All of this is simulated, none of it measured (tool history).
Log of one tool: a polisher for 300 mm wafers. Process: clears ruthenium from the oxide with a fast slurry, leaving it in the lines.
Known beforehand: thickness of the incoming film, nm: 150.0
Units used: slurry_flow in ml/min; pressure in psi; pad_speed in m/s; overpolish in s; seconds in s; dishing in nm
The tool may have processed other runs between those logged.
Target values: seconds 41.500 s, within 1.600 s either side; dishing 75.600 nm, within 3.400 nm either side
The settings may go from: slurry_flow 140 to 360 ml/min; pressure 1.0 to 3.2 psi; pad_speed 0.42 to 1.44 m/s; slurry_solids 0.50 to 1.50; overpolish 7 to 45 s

| run | hour | slurry_flow | pressure | pad_speed | slurry_solids | overpolish | seconds | dishing |
|---|---|---|---|---|---|---|---|---|
| 1 | 0.0 | 230 | 2.1 | 0.92 | 1.00 | 23 | 50.989 | 57.259 |
| 2 | 6.5 | 230 | 2.2 | 0.92 | 1.00 | 24 | 49.212 | 63.269 |
| 3 | 8.3 | 235 | 2.3 | 0.92 | 1.00 | 24 | 46.170 | 64.624 |
| 4 | 13.5 | 235 | 2.8 | 0.92 | 1.00 | 24 | 38.447 | 76.885 |
| 5 | 21.1 | 235 | 2.8 | 1.12 | 1.00 | 24 | 32.561 | 91.406 |
| 6 | 25.0 | 230 | 2.7 | 1.12 | 1.00 | 24 | 33.616 | 87.896 |
| 7 | 28.9 | 230 | 2.6 | 1.12 | 1.00 | 24 | 34.539 | 85.058 |
| 8 | 31.8 | 230 | 2.5 | 1.12 | 1.00 | 24 | 36.635 | 83.717 |
| 9 | 40.8 | 230 | 2.4 | 1.12 | 1.00 | 24 | 37.437 | 80.324 |
| 10 | 49.3 | 225 | 2.3 | 1.12 | 1.00 | 24 | 38.890 | 76.069 |

Next run, 5 choices. One meets every target within its allowed miss, the rest don't. Which?
| A | 57.8 | 240 | 2.3 | 1.12 | 1.00 | 24 | ? | ? |
| B | 57.8 | 150 | 3.0 | 1.04 | 1.10 | 22 | ? | ? |
| C | 57.8 | 260 | 2.3 | 1.06 | 0.95 | 25 | ? | ? |
| D | 57.8 | 275 | 2.4 | 0.90 | 0.95 | 31 | ? | ? |
| E | 57.8 | 270 | 1.9 | 1.16 | 1.05 | 27 | ? | ? |

| move | seconds | dishing |
|---|---|---|
| A | 39.272 | 77.574 |
| B | 34.156 | 81.052 |
| C | 41.577 | 76.526 |
| D | 46.269 | 83.737 |
| E | 44.512 | 77.089 |
A: closes in on the targets versus the last run, not all within tolerance yet
B: its largest miss is bigger than the last run's
C: each result inside its tolerance
D: takes the result that was furthest off past its target
E: takes the result that was furthest off past its target
C is the move that brings every result within its allowed miss.
